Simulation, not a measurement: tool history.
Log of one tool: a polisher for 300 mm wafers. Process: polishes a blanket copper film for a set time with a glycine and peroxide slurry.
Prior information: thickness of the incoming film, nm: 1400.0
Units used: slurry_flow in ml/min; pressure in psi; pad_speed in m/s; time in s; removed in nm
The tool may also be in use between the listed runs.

run	hour	slurry_flow	pressure	pad_speed	time	removed
1	0.0	230	2.9	0.80	84	422.46
2	8.2	220	2.4	0.70	84	328.16
3	14.1	215	2.0	0.66	84	275.32
4	16.0	215	2.0	0.50	84	228.99
5	18.8	255	2.0	0.50	84	234.30
6	19.7	250	1.9	0.50	84	225.89
7	25.5	250	1.8	0.50	84	218.14

Run 8 comes next. What will it give?
8	30.0	250	1.7	0.50	84	?

{"run 8": {"removed": 210.66}}

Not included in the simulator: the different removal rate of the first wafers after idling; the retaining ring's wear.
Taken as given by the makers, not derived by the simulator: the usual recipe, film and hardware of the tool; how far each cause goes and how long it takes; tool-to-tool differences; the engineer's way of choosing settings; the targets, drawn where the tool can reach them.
